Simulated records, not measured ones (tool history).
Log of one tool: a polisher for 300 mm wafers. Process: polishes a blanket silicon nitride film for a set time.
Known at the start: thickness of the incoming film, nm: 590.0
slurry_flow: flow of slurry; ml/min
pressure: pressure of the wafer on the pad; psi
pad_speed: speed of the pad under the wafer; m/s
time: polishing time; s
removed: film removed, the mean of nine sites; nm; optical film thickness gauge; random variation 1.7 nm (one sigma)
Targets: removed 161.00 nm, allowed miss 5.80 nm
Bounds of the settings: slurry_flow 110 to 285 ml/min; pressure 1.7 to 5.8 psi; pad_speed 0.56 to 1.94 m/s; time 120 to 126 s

run  hour  slurry_flow  pressure  pad_speed  time  removed
  1   0.0          180       3.7       1.24   120   210.08
  2   8.6          175       3.4       1.24   120   191.35
  3   9.3          210       3.4       1.24   120   197.60
  4  13.5          205       3.2       1.24   120   190.35
  5  16.5          205       3.2       1.50   120   220.04
  6  17.3          205       2.8       1.50   120   190.79
  7  23.8          195       2.7       1.50   120   181.89
  8  31.8          180       2.6       1.50   120   176.86
  9  39.7          175       2.5       1.50   120   168.07
 10  48.4          175       2.5       1.50   120   166.66
 11  48.9          170       2.5       1.50   120   167.17

4 next moves are on the table. One of them brings every result within its allowed miss. Which?
  A  49.4          185       2.5       1.58   120        ?
  B  49.4          160       2.4       1.70   124        ?
  C  49.4          170       2.5       1.48   126        ?
  D  49.4          150       2.5       1.46   121        ?

move  removed
   A   175.28
   B   181.24
   C   172.79
   D   161.36
A: further off than the last run
B: further off than the last run
C: further off than the last run
D: meets every target
Move D is the one to make.
